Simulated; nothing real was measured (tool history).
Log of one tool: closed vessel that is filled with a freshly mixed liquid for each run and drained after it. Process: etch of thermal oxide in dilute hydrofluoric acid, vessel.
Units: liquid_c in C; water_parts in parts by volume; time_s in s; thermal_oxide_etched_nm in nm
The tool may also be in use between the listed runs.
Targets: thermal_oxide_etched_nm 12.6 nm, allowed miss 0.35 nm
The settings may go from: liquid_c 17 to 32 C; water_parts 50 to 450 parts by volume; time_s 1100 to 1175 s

{"run": 1, "hour": 0.0, "liquid_c": 24, "water_parts": 250, "time_s": 1100, "thermal_oxide_etched_nm": 20.065}
{"run": 2, "hour": 6.2, "liquid_c": 24, "water_parts": 250, "time_s": 1175, "thermal_oxide_etched_nm": 21.884}
{"run": 3, "hour": 13.8, "liquid_c": 24, "water_parts": 250, "time_s": 1175, "thermal_oxide_etched_nm": 21.311}
{"run": 4, "hour": 17.4, "liquid_c": 24, "water_parts": 250, "time_s": 1100, "thermal_oxide_etched_nm": 20.517}
{"hour": 18.4, "done": "hydrofluoric acid flow meter replaced"}
{"run": 5, "hour": 18.4, "liquid_c": 24, "water_parts": 250, "time_s": 1175, "thermal_oxide_etched_nm": 19.9}
{"run": 6, "hour": 27.3, "liquid_c": 24, "water_parts": 250, "time_s": 1100, "thermal_oxide_etched_nm": 18.577}
{"run": 7, "hour": 35.0, "liquid_c": 23, "water_parts": 255, "time_s": 1100, "thermal_oxide_etched_nm": 17.301}
{"run": 8, "hour": 42.3, "liquid_c": 22.5, "water_parts": 255, "time_s": 1100, "thermal_oxide_etched_nm": 16.958}
{"run": 9, "hour": 43.6, "liquid_c": 22, "water_parts": 255, "time_s": 1100, "thermal_oxide_etched_nm": 16.831}
{"run": 10, "hour": 52.0, "liquid_c": 21.5, "water_parts": 255, "time_s": 1100, "thermal_oxide_etched_nm": 16.645}
{"run": 11, "hour": 60.1, "liquid_c": 21, "water_parts": 255, "time_s": 1100, "thermal_oxide_etched_nm": 16.216}

5 next moves are on the table. One of them brings every result within its allowed miss. Which?
{"run": "A", "hour": 68.2, "liquid_c": 21, "water_parts": 325, "time_s": 1100, "thermal_oxide_etched_nm": "?"}
{"run": "B", "hour": 68.2, "liquid_c": 21.5, "water_parts": 190, "time_s": 1100, "thermal_oxide_etched_nm": "?"}
{"run": "C", "hour": 68.2, "liquid_c": 19.5, "water_parts": 230, "time_s": 1100, "thermal_oxide_etched_nm": "?"}
{"run": "D", "hour": 68.2, "liquid_c": 21, "water_parts": 310, "time_s": 1100, "thermal_oxide_etched_nm": "?"}
{"run": "E", "hour": 68.2, "liquid_c": 21.5, "water_parts": 340, "time_s": 1160, "thermal_oxide_etched_nm": "?"}

move=A thermal_oxide_etched_nm=11.989
move=B thermal_oxide_etched_nm=23.765
move=C thermal_oxide_etched_nm=17.487
move=D thermal_oxide_etched_nm=12.74
move=E thermal_oxide_etched_nm=12.137
A: takes the result that was furthest off past its target
B: further off than the last run
C: further off than the last run
D: meets every target
E: takes the result that was furthest off past its target
The right move is D.
